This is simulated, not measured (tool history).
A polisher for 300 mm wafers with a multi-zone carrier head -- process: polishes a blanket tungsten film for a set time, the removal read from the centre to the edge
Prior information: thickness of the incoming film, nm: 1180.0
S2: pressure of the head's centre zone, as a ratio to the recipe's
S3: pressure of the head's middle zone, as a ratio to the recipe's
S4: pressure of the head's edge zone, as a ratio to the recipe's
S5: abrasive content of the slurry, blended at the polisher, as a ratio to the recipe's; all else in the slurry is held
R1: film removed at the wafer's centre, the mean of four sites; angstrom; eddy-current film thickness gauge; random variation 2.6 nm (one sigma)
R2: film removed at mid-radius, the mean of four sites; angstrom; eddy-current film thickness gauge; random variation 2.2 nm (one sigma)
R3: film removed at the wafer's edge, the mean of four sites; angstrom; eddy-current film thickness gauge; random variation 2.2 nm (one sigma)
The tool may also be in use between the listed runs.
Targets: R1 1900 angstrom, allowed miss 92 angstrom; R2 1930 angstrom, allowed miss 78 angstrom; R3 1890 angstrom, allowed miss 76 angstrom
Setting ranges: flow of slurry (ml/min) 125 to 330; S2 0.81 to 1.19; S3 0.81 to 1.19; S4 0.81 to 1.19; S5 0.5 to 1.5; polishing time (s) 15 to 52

Run 1, hour 0: flow of slurry (ml/min) 210, S2 1, S3 1, S4 1, S5 1, polishing time (s) 33. Result: R1 1485.5 angstrom, R2 1473.6 angstrom, R3 1460.4 angstrom.
Run 2, hour 4: flow of slurry (ml/min) 215, S2 1, S3 1.01, S4 1.01, S5 1.05, polishing time (s) 33. Result: R1 1492.3 angstrom, R2 1464.8 angstrom, R3 1495.4 angstrom.
Run 3, hour 9.6: flow of slurry (ml/min) 215, S2 1, S3 1.03, S4 1.01, S5 1.1, polishing time (s) 34. Result: R1 1539.9 angstrom, R2 1566.4 angstrom, R3 1530 angstrom.
Run 4, hour 18.2: flow of slurry (ml/min) 215, S2 1, S3 1.03, S4 0.95, S5 1.1, polishing time (s) 34. Result: R1 1554.1 angstrom, R2 1543.4 angstrom, R3 1526.9 angstrom.
Run 5, hour 25.2: flow of slurry (ml/min) 195, S2 1, S3 1.03, S4 0.95, S5 1.1, polishing time (s) 34. Result: R1 1525.9 angstrom, R2 1548 angstrom, R3 1470.5 angstrom.
Run 6, hour 31.7: flow of slurry (ml/min) 205, S2 1, S3 1.04, S4 0.96, S5 1.15, polishing time (s) 34. Result: R1 1550.7 angstrom, R2 1597.9 angstrom, R3 1488 angstrom.
Run 7, hour 33.5: flow of slurry (ml/min) 215, S2 1, S3 1.04, S4 0.97, S5 1.2, polishing time (s) 34. Result: R1 1634.1 angstrom, R2 1619.3 angstrom, R3 1549.8 angstrom.
Run 8, hour 39.8: flow of slurry (ml/min) 275, S2 0.97, S3 1.14, S4 1.07, S5 1.4, polishing time (s) 35. Result: R1 1732.6 angstrom, R2 1852.5 angstrom, R3 1784 angstrom.

Pick the move, out of 4, that brings all results within their allowed miss; only one does.
Run A, hour 46.1: flow of slurry (ml/min) 280, S2 1.03, S3 0.95, S4 1.18, S5 1.5, polishing time (s) 38. Result: R1 ?, R2 ?, R3 ?.
Run B, hour 46.1: flow of slurry (ml/min) 290, S2 0.82, S3 1.06, S4 1.19, S5 1.35, polishing time (s) 38. Result: R1 ?, R2 ?, R3 ?.
Run C, hour 46.1: flow of slurry (ml/min) 315, S2 1.04, S3 1.11, S4 1.17, S5 1.35, polishing time (s) 36. Result: R1 ?, R2 ?, R3 ?.
Run D, hour 46.1: flow of slurry (ml/min) 280, S2 1, S3 1.11, S4 1.07, S5 1.5, polishing time (s) 33. Result: R1 ?, R2 ?, R3 ?.

move      R1      R2      R3
   A  1934.9  1774.7  2022.9
   B  1541.4  1914.7  1991.8
   C  1836.3    1900  1880.5
   D  1636.5  1759.1  1667.5
A: the worst result of the last run now meets its target, but another is out of spec
B: misses by more than the last run did
C: every result within its allowed miss
D: misses by more than the last run did
Move C is the one to make.
